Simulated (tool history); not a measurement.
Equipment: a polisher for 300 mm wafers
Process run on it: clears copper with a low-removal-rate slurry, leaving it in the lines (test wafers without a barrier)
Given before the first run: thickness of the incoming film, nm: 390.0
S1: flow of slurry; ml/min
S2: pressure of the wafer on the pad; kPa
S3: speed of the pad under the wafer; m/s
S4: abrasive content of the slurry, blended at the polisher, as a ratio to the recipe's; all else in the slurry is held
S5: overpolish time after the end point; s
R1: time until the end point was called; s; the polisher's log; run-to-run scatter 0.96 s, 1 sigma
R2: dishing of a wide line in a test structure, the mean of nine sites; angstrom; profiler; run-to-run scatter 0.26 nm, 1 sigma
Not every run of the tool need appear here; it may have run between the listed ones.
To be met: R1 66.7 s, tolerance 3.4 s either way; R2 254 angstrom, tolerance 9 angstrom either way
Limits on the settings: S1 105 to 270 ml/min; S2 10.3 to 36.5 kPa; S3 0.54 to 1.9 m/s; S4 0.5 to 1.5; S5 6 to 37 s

run  hour   S1    S2    S3    S4  S5      R1      R2
  1     0  175  23.4  1.22     1  19  84.092  560.33
  2   3.5  180  21.4   1.3     1  17   83.57  493.36
  3   5.9  200  21.4   1.3     1  17  82.206   506.3
  4  11.9  185    20  1.38  1.05  15  79.898  456.88
  5  13.7  185  16.5  1.38  1.05  15  98.953  388.97
  6  15.7  155  16.5  1.38  1.05  15  102.08  391.37
  7  17.2  170  15.9  1.42   1.1  14  97.924  373.08
  8  19.6  185  15.2  1.46  1.15  13  97.578  346.09
  9  21.6  195  14.5  1.52   1.2  12  94.356  329.43
 10  29.3  205  13.8  1.58  1.25  11  93.262     313
 11  31.6  215  13.8  1.62   1.3  10  88.965  300.87
 12  32.2  265    11   1.9   1.5   6  88.315  190.31
 13  33.3  260  17.9   1.9   1.5   6  58.061  272.99

Consider the 4 candidate settings below. Which is the only one whose results all fall within their allowed miss of target?
  A  34.4  270  16.5  1.88  1.25   6   ?   ?
  B  34.4  255  19.3   1.9   1.5   6   ?   ?
  C  34.4  270  18.6  1.46   1.5   7   ?   ?
  D  34.4  270  14.5  1.84   1.5   6   ?   ?

move      R1      R2
   A  65.792     251
   B  54.771  297.49
   C  72.722  264.76
   D  72.009  230.16
A: each result inside its tolerance
B: its largest miss is bigger than the last run's
C: the result that was furthest off in the last run now lies on the other side of its target
D: the result that was furthest off in the last run now lies on the other side of its target
Move A is the one to make.
